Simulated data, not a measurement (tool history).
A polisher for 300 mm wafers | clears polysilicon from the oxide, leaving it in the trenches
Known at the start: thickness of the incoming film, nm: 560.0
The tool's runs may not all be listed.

run  hour  flow of slurry (ml/min)  pressure of the wafer on the pad (psi)  speed of the pad under the wafer (cm/s)  overpolish time after the end point (s)  time until the end point was called (s)  dishing of a wide line in a test structure (Å)
  1   0.0                      300                                     2.2                                       94                                       29                                   66.691                                          541.03
  2   6.5                      300                                     2.2                                       94                                       20                                   68.277                                          515.72
  3  15.0                      300                                     2.1                                       92                                       20                                   72.294                                          516.70
  4  20.8                      300                                     2.0                                       90                                       20                                   77.893                                          481.84
  5  25.2                      300                                     2.0                                       90                                       13                                   78.371                                          432.67
  6  32.0                      300                                     2.5                                       90                                       13                                   60.548                                          475.94
  7  36.5                      300                                     2.3                                       88                                       15                                   71.589                                          486.32
  8  40.2                      300                                     2.2                                       86                                       17                                   73.669                                          487.99
  9  43.9                      300                                     2.1                                       84                                       19                                   78.977                                          464.34
     45.8  -- worn pad replaced by a new one
 10  45.8                      295                                     2.0                                       82                                       23                                   77.727                                          500.69
 11  49.1                      315                                     1.9                                       78                                       24                                   87.644                                          514.27

Run 12 comes next. What will it give?
 12  51.4                      320                                     1.8                                       76                                       24                                        ?                                               ?

Run 12 measured time until the end point was called (s) 92.001, dishing of a wide line in a test structure (Å) 498.21.
